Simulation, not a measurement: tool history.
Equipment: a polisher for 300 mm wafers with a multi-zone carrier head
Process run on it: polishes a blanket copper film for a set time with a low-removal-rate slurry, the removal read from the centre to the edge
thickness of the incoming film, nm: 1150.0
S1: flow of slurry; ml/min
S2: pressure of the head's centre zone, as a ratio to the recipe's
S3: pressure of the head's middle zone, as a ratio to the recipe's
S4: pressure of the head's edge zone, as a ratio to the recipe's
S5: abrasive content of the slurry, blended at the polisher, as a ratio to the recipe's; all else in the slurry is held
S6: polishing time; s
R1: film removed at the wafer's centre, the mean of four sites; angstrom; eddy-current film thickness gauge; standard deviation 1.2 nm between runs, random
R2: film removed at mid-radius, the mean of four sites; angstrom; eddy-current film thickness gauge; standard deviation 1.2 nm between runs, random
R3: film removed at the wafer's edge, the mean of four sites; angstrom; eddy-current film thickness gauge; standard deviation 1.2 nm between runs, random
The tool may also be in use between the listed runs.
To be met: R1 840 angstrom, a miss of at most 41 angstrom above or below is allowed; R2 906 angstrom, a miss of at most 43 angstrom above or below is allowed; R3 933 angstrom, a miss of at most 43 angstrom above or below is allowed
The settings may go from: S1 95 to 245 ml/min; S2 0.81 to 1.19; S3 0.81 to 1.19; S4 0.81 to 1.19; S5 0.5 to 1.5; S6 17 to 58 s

run,day,S1,S2,S3,S4,S5,S6,R1,R2,R3
1,0,155,1,1,1,1,37,682.94,650.76,688.67
2,0.342,155,1.07,1,1,1,37,732.88,672.75,675.15
3,0.479,160,1.06,1.01,1.01,1.05,38,757.86,712.31,709.77
4,0.521,160,1.06,1.01,1.01,1.05,45,892.99,828.33,845.95
5,0.583,160,1.06,1.01,1.01,1.05,37,724.26,690.61,696.23
6,0.7,160,1.06,1.01,0.96,1.05,37,743.57,678.77,678.87
7,1.054,165,1.05,1.01,0.98,1.1,38,755.3,729.22,711.37
8,1.158,165,1.04,1,0.99,1.15,39,771.95,736.58,746.39
9,1.2,170,1.04,1,1,1.2,39,776.72,748.41,749.9
10,1.529,170,1.03,1,1.01,1.25,40,794.45,747.96,773.18
11,1.725,175,1.02,1.01,1.02,1.25,41,837.96,806.53,795.13
12,2.033,175,1,1.01,1.03,1.25,42,819.39,802.77,818.66
13,2.133,175,0.99,1.01,1.04,1.3,42,811.52,824.65,837.81
14,2.346,200,0.97,1.02,1.14,1.45,42,863.08,851.34,915.37
15,2.479,200,0.96,1.03,1.14,1.45,42,836.66,849.98,920.8
16,2.792,200,0.96,1.04,1.14,1.45,42,840.06,855.89,896.47

Consider the 5 candidate settings below. Which is the only one whose results all fall within their allowed miss of target?
A,3.104,225,0.98,1.02,1.19,1.45,40,?,?,?
B,3.104,180,1.06,1.04,1.06,1.4,41,?,?,?
C,3.104,190,1,1,1.12,1.4,42,?,?,?
D,3.104,175,0.92,1.05,1.12,1.5,44,?,?,?
E,3.104,180,0.98,0.98,1.14,1.5,41,?,?,?

move,R1,R2,R3
A,825.41,822.19,883.18
B,874.46,827.35,831.16
C,857.2,828.34,880.29
D,834.42,901.94,925.02
E,824.91,799.93,872.9
A: moves away from the targets compared with the last run
B: moves away from the targets compared with the last run
C: moves away from the targets compared with the last run
D: every result within its allowed miss
E: moves away from the targets compared with the last run
So the answer is move D, the one that meets all the targets.

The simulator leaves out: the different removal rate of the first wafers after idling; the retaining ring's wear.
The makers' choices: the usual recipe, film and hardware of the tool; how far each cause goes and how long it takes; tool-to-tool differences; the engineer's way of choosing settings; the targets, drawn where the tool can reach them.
